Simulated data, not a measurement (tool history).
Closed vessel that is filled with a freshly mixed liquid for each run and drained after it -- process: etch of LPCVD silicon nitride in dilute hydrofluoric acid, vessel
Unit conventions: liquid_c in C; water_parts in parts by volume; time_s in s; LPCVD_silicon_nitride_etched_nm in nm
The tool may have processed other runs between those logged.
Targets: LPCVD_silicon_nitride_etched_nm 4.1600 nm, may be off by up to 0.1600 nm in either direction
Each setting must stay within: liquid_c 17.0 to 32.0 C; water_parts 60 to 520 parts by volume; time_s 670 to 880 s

run	day	liquid_c	water_parts	time_s	LPCVD_silicon_nitride_etched_nm
1	0.000	24.0	290	880	1.4748
2	0.312	21.0	290	880	1.2233
3	0.529	21.0	290	880	1.2089
4	0.871	21.0	340	880	1.0514
5	1.096	21.0	260	880	1.3619
6	1.267	22.5	240	880	1.6093
7	1.458	24.0	225	880	1.8646
8	1.650	25.0	210	880	2.1521
9	2.017	25.0	210	880	2.1233
10	2.079	26.0	200	880	2.4278
11	2.329	27.0	195	880	2.6925
12	2.367	27.5	195	880	2.7722
13	2.446	28.0	190	880	2.8908
14	2.596	28.5	185	880	3.0357
15	2.838	29.0	180	880	3.2300
16	2.971	29.5	180	880	3.3491
# day 3.288: thermometer replaced
17	3.288	30.0	180	880	3.8053
18	3.538	30.0	180	880	3.7647
19	3.675	30.5	180	880	3.8623

Exercise: of the 4 proposed moves below, exactly one satisfies all targets within the stated allowed misses. Which move is it?
A	3.812	30.0	185	855	?
B	3.812	31.5	190	855	?
C	3.812	32.0	190	760	?
D	3.812	32.0	180	860	?

move	LPCVD_silicon_nitride_etched_nm
A	3.6143
B	3.8467
C	3.5219
D	4.2133
A: lands further from the targets than the last run did
B: lands further from the targets than the last run did
C: lands further from the targets than the last run did
D: every result within its allowed miss
So the answer is move D, the one that meets all the targets.
